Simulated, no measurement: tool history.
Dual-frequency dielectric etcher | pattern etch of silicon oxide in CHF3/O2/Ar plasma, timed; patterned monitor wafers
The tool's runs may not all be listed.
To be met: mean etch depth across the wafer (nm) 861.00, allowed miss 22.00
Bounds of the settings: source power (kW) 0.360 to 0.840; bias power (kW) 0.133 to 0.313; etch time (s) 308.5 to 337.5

| run | day | source power (kW) | bias power (kW) | etch time (s) | mean etch depth across the wafer (nm) |
|---|---|---|---|---|---|
| 1 | 0.000 | 0.600 | 0.223 | 337.5 | 734.57 |
| 2 | 0.362 | 0.620 | 0.226 | 337.5 | 757.01 |
| 3 | 0.600 | 0.520 | 0.226 | 337.5 | 730.67 |
| 4 | 0.767 | 0.520 | 0.197 | 337.5 | 669.13 |
| 5 | 0.829 | 0.520 | 0.197 | 308.5 | 613.21 |
| 6 | 0.938 | 0.540 | 0.206 | 309.5 | 639.36 |
| 7 | 1.071 | 0.560 | 0.215 | 310.5 | 657.67 |
| 8 | 1.158 | 0.570 | 0.224 | 311.5 | 678.44 |
| 9 | 1.400 | 0.590 | 0.232 | 312.5 | 697.34 |
| 10 | 1.458 | 0.600 | 0.239 | 313.5 | 722.95 |
| 11 | 1.775 | 0.610 | 0.244 | 314.0 | 727.84 |
| 12 | 1.817 | 0.620 | 0.249 | 315.0 | 740.32 |

Which of these 5 next moves meets every target?
| A | 1.858 | 0.730 | 0.258 | 324.5 | ? |
| B | 1.858 | 0.730 | 0.277 | 313.5 | ? |
| C | 1.858 | 0.670 | 0.290 | 331.5 | ? |
| D | 1.858 | 0.600 | 0.260 | 331.5 | ? |
| E | 1.858 | 0.620 | 0.243 | 337.5 | ? |

| move | mean etch depth across the wafer (nm) |
|---|---|
| A | 822.84 |
| B | 823.40 |
| C | 868.26 |
| D | 796.62 |
| E | 791.33 |
A: nearer than the last run, and not there yet
B: nearer than the last run, and not there yet
C: meets every target
D: nearer than the last run, and not there yet
E: nearer than the last run, and not there yet
Answer: C
